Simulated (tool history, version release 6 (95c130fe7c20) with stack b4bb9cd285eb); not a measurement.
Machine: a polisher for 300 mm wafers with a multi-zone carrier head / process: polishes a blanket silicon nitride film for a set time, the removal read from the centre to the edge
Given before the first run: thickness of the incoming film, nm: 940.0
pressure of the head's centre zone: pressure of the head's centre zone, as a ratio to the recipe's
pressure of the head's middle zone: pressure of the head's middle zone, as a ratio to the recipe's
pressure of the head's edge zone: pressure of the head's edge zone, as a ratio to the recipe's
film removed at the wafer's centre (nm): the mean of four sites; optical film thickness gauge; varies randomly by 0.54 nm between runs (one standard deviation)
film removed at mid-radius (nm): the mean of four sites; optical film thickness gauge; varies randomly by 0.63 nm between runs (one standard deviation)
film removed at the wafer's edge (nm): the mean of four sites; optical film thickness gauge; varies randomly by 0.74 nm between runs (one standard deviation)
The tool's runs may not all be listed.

| run | day | flow of slurry (ml/min) | pressure of the head's centre zone | pressure of the head's middle zone | pressure of the head's edge zone | polishing time (s) | film removed at the wafer's centre (nm) | film removed at mid-radius (nm) | film removed at the wafer's edge (nm) |
|---|---|---|---|---|---|---|---|---|---|
| 1 | 0 | 130 | 1 | 1 | 1 | 55 | 104.75 | 103.2 | 104.86 |
| 2 | 0.342 | 120 | 0.99 | 0.95 | 0.99 | 51 | 93.074 | 90.744 | 92.964 |
| 3 | 0.633 | 115 | 1 | 0.91 | 1.03 | 48 | 88.969 | 81.528 | 88.635 |
| 4 | 0.758 | 110 | 0.99 | 0.88 | 1.04 | 46 | 82.478 | 74.59 | 86.076 |
| 5 | 0.862 | 105 | 0.99 | 0.86 | 1.03 | 44 | 78.401 | 69.17 | 79.744 |
| 6 | 1.029 | 105 | 1.03 | 0.86 | 1.03 | 44 | 81.537 | 69.277 | 82.166 |
| 7 | 1.288 | 100 | 1.02 | 0.85 | 1.02 | 43 | 77.192 | 66.358 | 79.181 |
| 8 | 1.442 | 95 | 1.02 | 0.84 | 1 | 43 | 75.644 | 64.741 | 75.109 |
| 9 | 1.738 | 80 | 0.98 | 0.81 | 1.02 | 42 | 65.255 | 58.222 | 70.736 |

Run 10, settings as shown, results not yet in. Your forecast:
| 10 | 2.108 | 85 | 0.98 | 0.81 | 1.02 | 42 | ? | ? | ? |

Run 10 measured film removed at the wafer's centre (nm) 67.305, film removed at mid-radius (nm) 58.432, film removed at the wafer's edge (nm) 74.377.

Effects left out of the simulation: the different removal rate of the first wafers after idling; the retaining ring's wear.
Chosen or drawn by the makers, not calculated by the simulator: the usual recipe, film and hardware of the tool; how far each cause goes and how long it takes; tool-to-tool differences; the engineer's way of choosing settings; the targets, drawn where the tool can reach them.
